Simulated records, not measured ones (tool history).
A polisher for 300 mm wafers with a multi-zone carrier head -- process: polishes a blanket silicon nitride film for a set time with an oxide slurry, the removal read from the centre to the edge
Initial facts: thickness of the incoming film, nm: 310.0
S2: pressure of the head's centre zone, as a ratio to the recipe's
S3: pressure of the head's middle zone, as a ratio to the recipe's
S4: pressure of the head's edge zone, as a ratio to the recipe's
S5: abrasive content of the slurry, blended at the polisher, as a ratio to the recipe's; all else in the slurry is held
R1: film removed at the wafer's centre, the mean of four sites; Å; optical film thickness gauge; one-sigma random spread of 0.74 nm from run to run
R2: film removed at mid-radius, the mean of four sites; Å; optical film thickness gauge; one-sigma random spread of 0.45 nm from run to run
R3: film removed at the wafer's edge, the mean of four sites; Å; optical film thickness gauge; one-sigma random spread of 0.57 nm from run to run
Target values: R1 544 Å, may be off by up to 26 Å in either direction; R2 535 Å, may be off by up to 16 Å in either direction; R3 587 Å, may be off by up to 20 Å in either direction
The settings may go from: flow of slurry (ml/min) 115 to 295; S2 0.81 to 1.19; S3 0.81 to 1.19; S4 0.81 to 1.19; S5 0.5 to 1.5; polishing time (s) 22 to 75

Run 1, hour 0: flow of slurry (ml/min) 190, S2 1, S3 1, S4 1, S5 1, polishing time (s) 48. Result: R1 371.29 Å, R2 349.88 Å, R3 372.25 Å.
Run 2, hour 6.2: flow of slurry (ml/min) 190, S2 1.05, S3 1, S4 1, S5 1, polishing time (s) 48. Result: R1 385.28 Å, R2 357.86 Å, R3 374 Å.
Run 3, hour 10.2: flow of slurry (ml/min) 195, S2 1.05, S3 1.01, S4 1.03, S5 1.1, polishing time (s) 49. Result: R1 411.01 Å, R2 378.79 Å, R3 402.75 Å.
Run 4, hour 18.9: flow of slurry (ml/min) 195, S2 1.04, S3 1.02, S4 1.05, S5 1.15, polishing time (s) 50. Result: R1 427.51 Å, R2 408.69 Å, R3 431.54 Å.
Run 5, hour 19.8: flow of slurry (ml/min) 200, S2 1.04, S3 1.02, S4 1.07, S5 1.2, polishing time (s) 50. Result: R1 444.86 Å, R2 408.07 Å, R3 440.78 Å.
Run 6, hour 24.6: flow of slurry (ml/min) 200, S2 1.04, S3 1.02, S4 1.07, S5 1.05, polishing time (s) 50. Result: R1 415.38 Å, R2 393.36 Å, R3 406.1 Å.
Run 7, hour 26: flow of slurry (ml/min) 195, S2 1.04, S3 1.03, S4 1.07, S5 1.1, polishing time (s) 51. Result: R1 422.71 Å, R2 403.79 Å, R3 432.08 Å.
Run 8, hour 31.2: flow of slurry (ml/min) 190, S2 1.05, S3 1.04, S4 1.07, S5 1.15, polishing time (s) 52. Result: R1 451.08 Å, R2 426.45 Å, R3 449.06 Å.

5 candidate next runs follow, results not yet known. Just one meets every target within its allowed miss. Identify it.
Run A, hour 36.4: flow of slurry (ml/min) 120, S2 1.03, S3 1.05, S4 1.11, S5 1.25, polishing time (s) 69. Result: R1 ?, R2 ?, R3 ?.
Run B, hour 36.4: flow of slurry (ml/min) 130, S2 0.81, S3 1.08, S4 1.14, S5 1.25, polishing time (s) 74. Result: R1 ?, R2 ?, R3 ?.
Run C, hour 36.4: flow of slurry (ml/min) 155, S2 1.03, S3 0.91, S4 1.17, S5 1.35, polishing time (s) 63. Result: R1 ?, R2 ?, R3 ?.
Run D, hour 36.4: flow of slurry (ml/min) 185, S2 1.11, S3 1, S4 1.09, S5 1.2, polishing time (s) 67. Result: R1 ?, R2 ?, R3 ?.
Run E, hour 36.4: flow of slurry (ml/min) 175, S2 0.91, S3 0.92, S4 1.13, S5 1.5, polishing time (s) 66. Result: R1 ?, R2 ?, R3 ?.

move      R1      R2      R3
   A  538.88  526.35  579.32
   B  464.17  590.62  638.48
   C  541.66  465.85   585.2
   D  614.19  527.62  584.95
   E  534.51  524.45  636.73
A: all results in spec
B: takes the result that was furthest off past its target
C: meets the target for the result that was furthest off, but another lies outside its allowed miss
D: meets the target for the result that was furthest off, but another lies outside its allowed miss
E: takes the result that was furthest off past its target
A meets every target.
